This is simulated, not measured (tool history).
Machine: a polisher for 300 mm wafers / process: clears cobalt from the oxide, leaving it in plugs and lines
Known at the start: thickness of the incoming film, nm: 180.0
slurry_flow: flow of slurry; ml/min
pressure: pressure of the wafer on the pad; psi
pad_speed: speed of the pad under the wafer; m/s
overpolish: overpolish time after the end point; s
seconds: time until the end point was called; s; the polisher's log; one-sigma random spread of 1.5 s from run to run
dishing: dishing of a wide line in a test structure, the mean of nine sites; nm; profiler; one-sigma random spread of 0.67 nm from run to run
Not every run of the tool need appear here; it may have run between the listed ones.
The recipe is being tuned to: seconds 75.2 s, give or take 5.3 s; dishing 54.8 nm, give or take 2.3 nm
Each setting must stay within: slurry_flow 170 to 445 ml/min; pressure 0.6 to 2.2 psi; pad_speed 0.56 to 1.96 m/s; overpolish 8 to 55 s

| run | hour | slurry_flow | pressure | pad_speed | overpolish | seconds | dishing |
|---|---|---|---|---|---|---|---|
| 1 | 0 | 285 | 1.4 | 1.26 | 28 | 49.162 | 52.689 |
| 2 | 1.6 | 285 | 1.2 | 1.24 | 33 | 55.485 | 52.725 |
| 3 | 8.4 | 285 | 1.2 | 1.04 | 33 | 65.146 | 49.841 |
| 4 | 9 | 315 | 1.2 | 1.04 | 33 | 64.729 | 50.318 |
| 5 | 16.2 | 315 | 1.2 | 0.9 | 33 | 75.137 | 47.138 |
| 6 | 18.3 | 265 | 1.2 | 0.9 | 33 | 76.906 | 47.861 |
| 7 | 25.3 | 260 | 1.2 | 0.9 | 37 | 78.263 | 49.204 |
| 8 | 26.1 | 260 | 1.2 | 0.9 | 40 | 77.35 | 51.017 |
| 9 | 34.4 | 260 | 1.2 | 0.9 | 42 | 73.886 | 52.064 |

Below are 4 possible settings for the next run. Only one of them brings all results inside the allowed miss of their targets. Which is it?
| A | 42.7 | 245 | 1.2 | 0.94 | 33 | ? | ? |
| B | 42.7 | 370 | 1.1 | 0.98 | 30 | ? | ? |
| C | 42.7 | 265 | 1.2 | 0.88 | 47 | ? | ? |
| D | 42.7 | 360 | 1.5 | 0.88 | 43 | ? | ? |

| move | seconds | dishing |
|---|---|---|
| A | 72.056 | 47.644 |
| B | 71.416 | 45.866 |
| C | 76.31 | 53.162 |
| D | 63.655 | 54.422 |
A: the biggest miss grows against the last run
B: the biggest miss grows against the last run
C: every result within its allowed miss
D: the worst result of the last run now meets its target, but another is out of spec
So the answer is move C, the one that meets all the targets.
